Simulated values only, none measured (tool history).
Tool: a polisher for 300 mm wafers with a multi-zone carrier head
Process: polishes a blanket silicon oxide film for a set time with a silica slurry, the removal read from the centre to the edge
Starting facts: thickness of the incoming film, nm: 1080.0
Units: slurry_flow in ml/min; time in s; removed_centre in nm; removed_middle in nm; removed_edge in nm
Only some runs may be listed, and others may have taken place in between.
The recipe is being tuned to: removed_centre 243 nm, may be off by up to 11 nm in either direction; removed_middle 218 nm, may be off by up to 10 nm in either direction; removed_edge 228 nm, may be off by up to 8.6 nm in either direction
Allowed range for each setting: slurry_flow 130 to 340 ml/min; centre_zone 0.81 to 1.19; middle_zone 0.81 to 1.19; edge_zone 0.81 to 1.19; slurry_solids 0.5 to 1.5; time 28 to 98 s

run    day  slurry_flow  centre_zone  middle_zone  edge_zone  slurry_solids  time  removed_centre  removed_middle  removed_edge
  1      0          220            1            1          1              1    63          320.14           310.3        311.93
  2  0.054          245            1            1          1              1    63          321.67          312.38        307.68
  3  0.383          245            1            1       1.07              1    63          319.65          313.89        318.65
  4  0.479          200            1            1       1.07              1    63          304.53          297.02        315.03
  5    0.7          205            1         0.99       1.06            0.9    62          292.76          286.74        296.18
  6  0.896          205            1         0.99       1.06            0.9    54          262.11          250.67        263.52
  7  1.179          205            1         0.98       1.05           0.85    54          250.75          246.36        254.74
  8  1.425          205         1.01         0.97       1.04           0.85    54          250.21          244.25        251.97
  9    1.8          205         1.02         0.96       1.03           0.85    54          253.94          236.24         251.7
 10  1.971          205         1.02         0.96       1.02           0.85    54          256.82          234.67        247.13
 11  2.042          205         1.02         0.96       1.01           0.85    54          252.68          238.66        245.94
 12  2.404          205         1.02         0.95          1           0.85    54          259.77          237.77        244.43
 13  2.654          200         1.02         0.94          1           0.85    54             255          228.39        243.28
 14  2.846          200         1.02         0.94       0.99           0.85    54          254.67          229.62        246.08
 15  3.012          200         1.02         0.94       0.98           0.85    54          250.03          229.24        239.71
 16  3.267          200         1.02         0.94       0.97           0.85    54          251.25          227.83        241.52
 17  3.517          200         1.02         0.94       0.96           0.85    54          250.06          236.81        245.16
 18  3.796          200         1.02         0.93       0.96           0.85    54          249.79          233.13        243.99

Of the 4 settings listed for the next run, only one would bring every result within its allowed miss of target. Which one?
  A  4.075          225         1.02         0.91       0.93            0.9    50               ?               ?             ?
  B  4.075          220         0.97         0.87       1.07           0.85    57               ?               ?             ?
  C  4.075          205         0.95         0.86       0.95           1.15    50               ?               ?             ?
  D  4.075          240         1.01         1.04       0.93            0.9    50               ?               ?             ?

move  removed_centre  removed_middle  removed_edge
   A          244.92          224.24        230.14
   B          257.71          239.31        273.11
   C          248.75          234.03        255.18
   D          245.11          253.11        231.27
A: meets every target
B: moves away from the targets compared with the last run
C: moves away from the targets compared with the last run
D: gets the furthest-off result to its target, but another result is out of tolerance
A meets every target.
